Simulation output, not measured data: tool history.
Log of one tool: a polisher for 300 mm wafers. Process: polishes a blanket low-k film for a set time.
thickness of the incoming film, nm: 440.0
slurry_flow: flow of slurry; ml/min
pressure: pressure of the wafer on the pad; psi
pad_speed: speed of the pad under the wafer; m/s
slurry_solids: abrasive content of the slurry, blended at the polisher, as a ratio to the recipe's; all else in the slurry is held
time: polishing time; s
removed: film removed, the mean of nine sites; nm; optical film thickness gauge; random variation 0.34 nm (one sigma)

| run | hour | slurry_flow | pressure | pad_speed | slurry_solids | time | removed |
|---|---|---|---|---|---|---|---|
| 1 | 0 | 290 | 2.4 | 1.04 | 1 | 46 | 19.973 |
| 2 | 7.8 | 290 | 2.5 | 1.04 | 1 | 46 | 20.651 |
| 3 | 9 | 290 | 2.6 | 1.04 | 1 | 46 | 21.603 |
| 4 | 14.7 | 290 | 2.7 | 1.04 | 1 | 46 | 22.125 |
| 5 | 20.1 | 290 | 2.8 | 1.04 | 1 | 46 | 23.085 |
| 6 | 21.1 | 290 | 2.9 | 1.04 | 1 | 46 | 23.748 |
| 7 | 24.5 | 290 | 3 | 1.04 | 1 | 46 | 24.404 |

Run 8 comes next. What will it give?
| 8 | 26.6 | 290 | 3.1 | 1.04 | 1 | 46 | ? |

Run 8 gave removed 25.112 nm.
